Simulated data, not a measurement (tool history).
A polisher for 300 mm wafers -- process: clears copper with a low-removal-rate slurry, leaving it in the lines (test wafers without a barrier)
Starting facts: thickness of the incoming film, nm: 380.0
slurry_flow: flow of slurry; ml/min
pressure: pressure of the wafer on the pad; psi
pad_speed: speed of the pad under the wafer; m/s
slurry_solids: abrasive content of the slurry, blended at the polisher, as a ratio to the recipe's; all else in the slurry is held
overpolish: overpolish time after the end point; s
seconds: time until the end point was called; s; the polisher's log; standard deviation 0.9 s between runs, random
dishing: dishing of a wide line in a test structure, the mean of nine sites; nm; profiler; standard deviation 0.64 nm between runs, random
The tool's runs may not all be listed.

Run 1, hour 0.0: slurry_flow 205 ml/min, pressure 3.8 psi, pad_speed 1.18 m/s, slurry_solids 1.0, overpolish 19 s. Result: seconds 86.342 s, dishing 57.391 nm.
Run 2, hour 2.6: slurry_flow 205 ml/min, pressure 3.9 psi, pad_speed 1.18 m/s, slurry_solids 1.0, overpolish 17 s. Result: seconds 84.637 s, dishing 51.619 nm.
Run 3, hour 8.4: slurry_flow 205 ml/min, pressure 4.0 psi, pad_speed 1.18 m/s, slurry_solids 1.0, overpolish 16 s. Result: seconds 82.136 s, dishing 50.701 nm.
Run 4, hour 15.5: slurry_flow 205 ml/min, pressure 3.5 psi, pad_speed 1.18 m/s, slurry_solids 1.0, overpolish 16 s. Result: seconds 91.355 s, dishing 46.502 nm.
Run 5, hour 23.7: slurry_flow 205 ml/min, pressure 3.5 psi, pad_speed 1.18 m/s, slurry_solids 1.0, overpolish 12 s. Result: seconds 93.855 s, dishing 36.248 nm.
Run 6, hour 25.5: slurry_flow 245 ml/min, pressure 3.5 psi, pad_speed 1.18 m/s, slurry_solids 1.0, overpolish 12 s. Result: seconds 90.129 s, dishing 36.817 nm.
Run 7, hour 33.0: slurry_flow 245 ml/min, pressure 3.6 psi, pad_speed 1.18 m/s, slurry_solids 1.0, overpolish 12 s. Result: seconds 87.267 s, dishing 37.470 nm.
Run 8, hour 37.9: slurry_flow 250 ml/min, pressure 3.7 psi, pad_speed 1.18 m/s, slurry_solids 1.0, overpolish 12 s. Result: seconds 86.506 s, dishing 40.092 nm.
Run 9, hour 41.9: slurry_flow 250 ml/min, pressure 4.5 psi, pad_speed 1.24 m/s, slurry_solids 1.0, overpolish 6 s. Result: seconds 68.616 s, dishing 25.998 nm.
At hour 44.9: slurry blender recalibrated.
Run 10, hour 44.9: slurry_flow 250 ml/min, pressure 4.5 psi, pad_speed 1.24 m/s, slurry_solids 1.0, overpolish 6 s. Result: seconds 64.967 s, dishing 27.620 nm.
Run 11, hour 52.0: slurry_flow 250 ml/min, pressure 4.4 psi, pad_speed 1.24 m/s, slurry_solids 1.0, overpolish 7 s. Result: seconds 66.468 s, dishing 30.260 nm.

The next listed run, before its measurement:
Run 12, hour 59.4: slurry_flow 250 ml/min, pressure 4.3 psi, pad_speed 1.24 m/s, slurry_solids 1.0, overpolish 8 s. Result: seconds ?, dishing ?.

seconds: 68.628 s
dishing: 34.086 nm
